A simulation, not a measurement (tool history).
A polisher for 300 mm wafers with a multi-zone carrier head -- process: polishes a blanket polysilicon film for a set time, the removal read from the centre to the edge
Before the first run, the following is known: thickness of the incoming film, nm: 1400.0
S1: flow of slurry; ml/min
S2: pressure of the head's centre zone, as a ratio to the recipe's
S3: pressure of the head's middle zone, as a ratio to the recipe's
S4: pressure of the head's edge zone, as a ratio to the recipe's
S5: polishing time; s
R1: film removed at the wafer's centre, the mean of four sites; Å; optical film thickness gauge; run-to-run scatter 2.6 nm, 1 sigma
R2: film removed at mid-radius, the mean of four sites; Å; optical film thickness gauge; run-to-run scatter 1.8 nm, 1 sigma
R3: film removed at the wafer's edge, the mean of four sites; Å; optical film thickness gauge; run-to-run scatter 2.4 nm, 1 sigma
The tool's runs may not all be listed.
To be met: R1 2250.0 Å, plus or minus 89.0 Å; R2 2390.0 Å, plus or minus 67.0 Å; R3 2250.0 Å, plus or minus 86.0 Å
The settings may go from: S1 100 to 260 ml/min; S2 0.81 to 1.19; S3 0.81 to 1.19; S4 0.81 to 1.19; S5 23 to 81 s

run,day,S1,S2,S3,S4,S5,R1,R2,R3
1,0.000,165,1.00,1.00,1.00,52,3916.9,4063.7,3969.7
2,0.350,165,0.99,1.00,0.98,49,3717.6,3872.8,3825.1
3,0.417,155,0.99,1.01,0.96,46,3432.4,3538.9,3414.9
4,0.504,155,0.99,1.01,1.04,46,3463.7,3524.1,3609.1
5,0.650,150,0.98,1.01,1.02,44,3248.0,3385.4,3320.4
6,1.017,150,0.98,1.01,1.02,37,2707.1,2856.1,2832.0
7,1.154,145,0.98,1.00,1.00,36,2597.6,2746.7,2731.4
8,1.225,140,0.98,1.00,0.98,36,2593.2,2754.2,2736.1
9,1.475,140,0.98,1.00,0.97,35,2536.8,2659.6,2617.8
10,1.833,135,0.98,1.00,0.96,35,2521.3,2595.6,2539.7
11,2.038,105,0.91,0.99,0.86,34,2143.4,2411.2,2271.5

4 next moves are on the table. One of them brings every result within its allowed miss. Which?
A,2.242,100,0.85,0.98,0.81,33,?,?,?
B,2.242,125,1.08,1.14,0.81,31,?,?,?
C,2.242,100,1.00,1.04,0.90,33,?,?,?
D,2.242,160,1.02,1.08,0.81,29,?,?,?

move,R1,R2,R3
A,1927.5,2301.0,2172.3
B,2431.5,2546.4,2102.5
C,2271.6,2408.0,2275.4
D,2253.6,2383.2,2029.8
A: its largest miss is bigger than the last run's
B: moves the result that the last run missed by most past its target, out the other side
C: every result within its allowed miss
D: corrects the largest miss of the last run, while another result sits out of spec
C is the move that brings every result within its allowed miss.
